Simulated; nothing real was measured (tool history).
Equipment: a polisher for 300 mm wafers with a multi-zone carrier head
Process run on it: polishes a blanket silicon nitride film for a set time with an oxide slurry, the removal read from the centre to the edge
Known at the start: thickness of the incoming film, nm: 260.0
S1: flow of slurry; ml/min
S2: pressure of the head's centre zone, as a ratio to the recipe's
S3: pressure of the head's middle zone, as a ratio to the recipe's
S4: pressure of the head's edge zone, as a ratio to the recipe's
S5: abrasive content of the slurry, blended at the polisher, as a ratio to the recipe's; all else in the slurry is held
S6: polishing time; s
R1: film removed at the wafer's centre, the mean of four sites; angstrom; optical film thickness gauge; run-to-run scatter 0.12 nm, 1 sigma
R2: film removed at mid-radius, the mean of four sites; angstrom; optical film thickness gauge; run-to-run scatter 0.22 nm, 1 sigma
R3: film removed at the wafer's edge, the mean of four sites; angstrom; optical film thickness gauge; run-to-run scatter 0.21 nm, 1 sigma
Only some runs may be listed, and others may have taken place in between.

| run | hour | S1 | S2 | S3 | S4 | S5 | S6 | R1 | R2 | R3 |
|---|---|---|---|---|---|---|---|---|---|---|
| 1 | 0 | 265 | 1 | 1 | 1 | 1 | 31 | 291.23 | 279.08 | 283.43 |
| 2 | 8.2 | 260 | 0.97 | 1.01 | 0.98 | 0.9 | 29 | 248.95 | 250.53 | 247.62 |
| 3 | 12.6 | 255 | 0.95 | 1.01 | 0.96 | 0.85 | 28 | 227.36 | 234.8 | 233.04 |
| 4 | 18.9 | 255 | 0.95 | 1.01 | 0.96 | 1 | 28 | 244.09 | 255.28 | 249.83 |
| 5 | 22.7 | 255 | 0.94 | 1.02 | 0.94 | 0.9 | 27 | 224.72 | 234.82 | 226.67 |
| 6 | 27.5 | 255 | 0.94 | 1.02 | 1 | 0.9 | 27 | 224.57 | 233.93 | 229.71 |
| 7 | 29 | 250 | 0.84 | 1.11 | 0.91 | 0.65 | 18 | 115.17 | 135.01 | 125.38 |
| 8 | 34.3 | 255 | 0.85 | 1.12 | 0.93 | 0.7 | 18 | 119.66 | 143.18 | 132.27 |
| 9 | 41.1 | 260 | 0.86 | 1.13 | 0.94 | 0.7 | 18 | 124.2 | 145.41 | 130.77 |
| 10 | 47.5 | 265 | 0.86 | 1.13 | 0.96 | 0.7 | 18 | 122.71 | 145.61 | 130.62 |
| 11 | 51.2 | 265 | 0.86 | 1.13 | 0.96 | 0.7 | 18 | 121.99 | 145.37 | 131.04 |
| 12 | 58.9 | 265 | 0.86 | 1.13 | 0.97 | 0.75 | 18 | 127.4 | 147.66 | 136.59 |
| 13 | 61.2 | 265 | 0.85 | 1.14 | 0.97 | 0.75 | 18 | 126.15 | 152.34 | 139.98 |
| 14 | 69.5 | 270 | 0.85 | 1.15 | 0.98 | 0.75 | 18 | 125.38 | 156.75 | 141.71 |
| 15 | 72.8 | 270 | 0.85 | 1.15 | 0.98 | 0.75 | 18 | 127.54 | 152.64 | 140.43 |
| 16 | 77.4 | 275 | 0.85 | 1.16 | 0.98 | 0.75 | 18 | 124.87 | 156.17 | 142.65 |

Estimate the outcome of run 17 from the log above:
| 17 | 83 | 280 | 0.86 | 1.16 | 0.98 | 0.75 | 18 | ? | ? | ? |

{"run 17": {"R1": 128.05, "R2": 154.84, "R3": 139.96}}
